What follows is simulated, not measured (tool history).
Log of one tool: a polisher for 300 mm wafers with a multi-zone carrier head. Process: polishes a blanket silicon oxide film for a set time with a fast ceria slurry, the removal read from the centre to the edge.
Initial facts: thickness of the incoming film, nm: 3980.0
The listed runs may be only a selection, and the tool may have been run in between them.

run,hour,flow of slurry (ml/min),pressure of the head's centre zone,pressure of the head's middle zone,pressure of the head's edge zone,polishing time (s),film removed at the wafer's centre (angstrom),film removed at mid-radius (angstrom),film removed at the wafer's edge (angstrom)
1,0.0,225,1.00,1.00,1.00,46,13090.0,12803,13084
2,8.0,215,0.97,1.01,1.00,46,12607.0,13043,12979
3,10.5,205,0.95,1.01,1.00,46,12217.0,12926,12891
4,15.2,205,0.95,1.01,1.00,36,9614.4,10009,10095
5,22.3,220,0.94,1.04,1.03,37,9858.1,10792,10612
6,23.4,220,0.94,1.10,1.03,37,9775.2,11414,10622
# hour 24.7: edge zone pressure recalibrated
7,24.7,235,0.94,1.11,1.06,37,10000.0,11399,10490
8,27.7,220,0.93,1.11,1.06,39,10239.0,11954,10914
9,34.0,230,0.91,1.10,1.06,40,10314.0,12034,11219
10,41.0,225,0.90,1.10,1.06,41,10588.0,12639,11613
11,44.5,225,0.89,1.09,1.07,42,10629.0,12581,11861

Run 12 has not been measured yet. What should we expect?
12,49.9,225,0.89,1.09,1.07,42,?,?,?

{"run 12": {"film removed at the wafer's centre (angstrom)": 10464.0, "film removed at mid-radius (angstrom)": 12625, "film removed at the wafer's edge (angstrom)": 11666}}
